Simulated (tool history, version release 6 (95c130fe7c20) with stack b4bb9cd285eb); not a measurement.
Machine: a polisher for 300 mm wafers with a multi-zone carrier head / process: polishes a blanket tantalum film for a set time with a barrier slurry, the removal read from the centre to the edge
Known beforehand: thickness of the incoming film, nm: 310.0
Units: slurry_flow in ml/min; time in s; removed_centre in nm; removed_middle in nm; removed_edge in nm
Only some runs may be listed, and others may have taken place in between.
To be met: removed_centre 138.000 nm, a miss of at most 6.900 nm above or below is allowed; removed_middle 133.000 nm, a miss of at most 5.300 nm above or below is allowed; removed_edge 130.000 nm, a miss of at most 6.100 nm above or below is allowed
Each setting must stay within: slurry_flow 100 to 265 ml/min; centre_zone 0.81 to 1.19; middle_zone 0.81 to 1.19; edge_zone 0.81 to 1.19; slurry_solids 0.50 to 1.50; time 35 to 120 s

run,hour,slurry_flow,centre_zone,middle_zone,edge_zone,slurry_solids,time,removed_centre,removed_middle,removed_edge
1,0.0,170,1.00,1.00,1.00,1.00,77,96.485,96.453,95.842
2,5.1,170,1.08,1.00,1.00,1.00,77,103.990,95.786,95.568
3,12.1,205,1.08,1.00,1.00,1.00,77,107.640,98.346,98.153
4,12.7,205,1.08,1.00,1.00,1.00,69,97.213,88.856,86.338
5,20.3,205,1.08,1.01,1.01,1.05,71,100.820,93.386,91.313
6,29.0,205,1.08,1.01,0.94,1.05,71,96.762,94.183,89.124
7,34.9,205,1.08,1.02,0.95,1.10,73,101.960,99.344,93.504
8,36.1,205,1.08,1.02,0.96,1.15,75,108.360,101.130,94.896
9,44.3,205,1.06,1.02,0.97,1.20,78,110.810,106.940,102.560
10,45.7,225,1.13,1.09,1.07,1.45,83,135.540,125.710,120.580
11,49.5,225,1.12,1.09,1.08,1.45,83,132.810,126.500,120.470
# hour 54.7: worn pad replaced by a new one
12,54.7,225,1.12,1.09,1.09,1.45,83,148.450,141.490,137.420
13,56.8,220,1.12,1.09,1.09,1.45,83,149.820,140.380,132.840
14,64.0,225,1.12,1.09,1.09,1.45,83,147.290,140.330,131.900
15,71.5,220,1.11,1.08,1.09,1.45,83,148.500,138.210,138.600

Next run, 5 choices. One meets every target within its allowed miss, the rest don't. Which?
A,79.0,200,1.18,0.89,1.13,1.50,87,?,?,?
B,79.0,215,1.04,1.00,1.00,1.10,91,?,?,?
C,79.0,225,1.11,1.09,1.13,1.50,86,?,?,?
D,79.0,245,1.07,1.14,1.08,1.45,81,?,?,?
E,79.0,235,1.18,1.16,1.00,1.35,75,?,?,?

move,removed_centre,removed_middle,removed_edge
A,160.050,121.280,142.140
B,138.830,131.550,131.520
C,151.840,144.710,141.940
D,138.570,142.240,130.940
E,138.590,130.850,114.740
A: the biggest miss grows against the last run
B: all results land within tolerance of their targets
C: the biggest miss grows against the last run
D: puts the biggest miss on target and leaves a different result outside tolerance
E: puts the biggest miss on target and leaves a different result outside tolerance
So the answer is move B, the one that meets all the targets.

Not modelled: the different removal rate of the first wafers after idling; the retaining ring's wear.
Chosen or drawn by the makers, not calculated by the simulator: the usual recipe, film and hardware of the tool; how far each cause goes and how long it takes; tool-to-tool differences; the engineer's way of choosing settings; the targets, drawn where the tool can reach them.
